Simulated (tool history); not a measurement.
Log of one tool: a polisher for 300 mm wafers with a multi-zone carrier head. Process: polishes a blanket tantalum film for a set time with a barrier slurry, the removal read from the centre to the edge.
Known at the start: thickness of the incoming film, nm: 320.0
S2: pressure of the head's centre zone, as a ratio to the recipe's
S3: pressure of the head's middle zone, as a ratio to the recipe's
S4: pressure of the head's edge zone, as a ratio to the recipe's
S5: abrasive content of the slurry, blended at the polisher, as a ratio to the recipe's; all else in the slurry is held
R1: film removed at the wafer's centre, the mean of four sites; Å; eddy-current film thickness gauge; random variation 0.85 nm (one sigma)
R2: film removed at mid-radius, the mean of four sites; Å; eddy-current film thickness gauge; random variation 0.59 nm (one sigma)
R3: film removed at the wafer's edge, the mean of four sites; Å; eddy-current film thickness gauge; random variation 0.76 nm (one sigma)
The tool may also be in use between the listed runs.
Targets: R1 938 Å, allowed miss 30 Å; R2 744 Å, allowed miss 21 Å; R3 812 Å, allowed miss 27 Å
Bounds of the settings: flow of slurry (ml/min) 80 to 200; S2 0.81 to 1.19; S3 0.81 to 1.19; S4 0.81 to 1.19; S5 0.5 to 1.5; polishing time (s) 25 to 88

run 1 hour=0 | flow_of_slurry_(ml/min)=130 S2=1 S3=1 S4=1 S5=1 polishing_time_(s)=56 | R1=945.33 R2=941.37 R3=960.17
run 2 hour=2.8 | flow_of_slurry_(ml/min)=125 S2=1.01 S3=0.98 S4=0.98 S5=1 polishing_time_(s)=56 | R1=946.91 R2=907.87 R3=965.28
run 3 hour=8.1 | flow_of_slurry_(ml/min)=125 S2=1.03 S3=0.98 S4=0.97 S5=0.95 polishing_time_(s)=56 | R1=959.54 R2=901.23 R3=934.94
run 4 hour=16.7 | flow_of_slurry_(ml/min)=125 S2=1.03 S3=0.98 S4=0.97 S5=0.95 polishing_time_(s)=47 | R1=791.83 R2=754.95 R3=793.07
run 5 hour=22.1 | flow_of_slurry_(ml/min)=130 S2=1.04 S3=0.97 S4=0.97 S5=0.95 polishing_time_(s)=47 | R1=807.07 R2=749.24 R3=788.83
run 6 hour=26.6 | flow_of_slurry_(ml/min)=130 S2=1.04 S3=0.97 S4=0.91 S5=0.95 polishing_time_(s)=47 | R1=804.31 R2=752.08 R3=763.5
run 7 hour=35.2 | flow_of_slurry_(ml/min)=135 S2=1.05 S3=0.96 S4=0.92 S5=0.95 polishing_time_(s)=47 | R1=828.07 R2=747.77 R3=769.99
run 8 hour=41.9 | flow_of_slurry_(ml/min)=140 S2=1.06 S3=0.95 S4=0.93 S5=0.95 polishing_time_(s)=47 | R1=835.79 R2=756.72 R3=781.97
run 9 hour=48.6 | flow_of_slurry_(ml/min)=140 S2=1.07 S3=0.94 S4=0.93 S5=0.95 polishing_time_(s)=47 | R1=828.98 R2=748.85 R3=788.71
run 10 hour=51.4 | flow_of_slurry_(ml/min)=140 S2=1.09 S3=0.93 S4=0.92 S5=0.95 polishing_time_(s)=47 | R1=867.29 R2=727.7 R3=793.63

5 next moves are on the table. One of them brings every result within its allowed miss. Which?
run A hour=54.2 | flow_of_slurry_(ml/min)=185 S2=1.18 S3=1.04 S4=0.84 S5=1 polishing_time_(s)=45 | R1=? R2=? R3=?
run B hour=54.2 | flow_of_slurry_(ml/min)=125 S2=1.04 S3=0.95 S4=1.01 S5=1.1 polishing_time_(s)=50 | R1=? R2=? R3=?
run C hour=54.2 | flow_of_slurry_(ml/min)=135 S2=1 S3=0.89 S4=0.82 S5=0.85 polishing_time_(s)=50 | R1=? R2=? R3=?
run D hour=54.2 | flow_of_slurry_(ml/min)=145 S2=1.09 S3=0.86 S4=0.83 S5=0.75 polishing_time_(s)=53 | R1=? R2=? R3=?
run E hour=54.2 | flow_of_slurry_(ml/min)=160 S2=1.17 S3=0.94 S4=0.81 S5=0.8 polishing_time_(s)=52 | R1=? R2=? R3=?

move=A R1=951.04 R2=824.24 R3=756.79
move=B R1=887.24 R2=813.37 R3=893.66
move=C R1=828.3 R2=746.72 R3=784.14
move=D R1=946.9 R2=761.35 R3=824.87
move=E R1=1024.4 R2=824.89 R3=817.3
A: brings the result that was furthest off to its target, and leaves another outside
B: further off than the last run
C: further off than the last run
D: meets every target
E: takes the result that was furthest off past its target
Answer: D

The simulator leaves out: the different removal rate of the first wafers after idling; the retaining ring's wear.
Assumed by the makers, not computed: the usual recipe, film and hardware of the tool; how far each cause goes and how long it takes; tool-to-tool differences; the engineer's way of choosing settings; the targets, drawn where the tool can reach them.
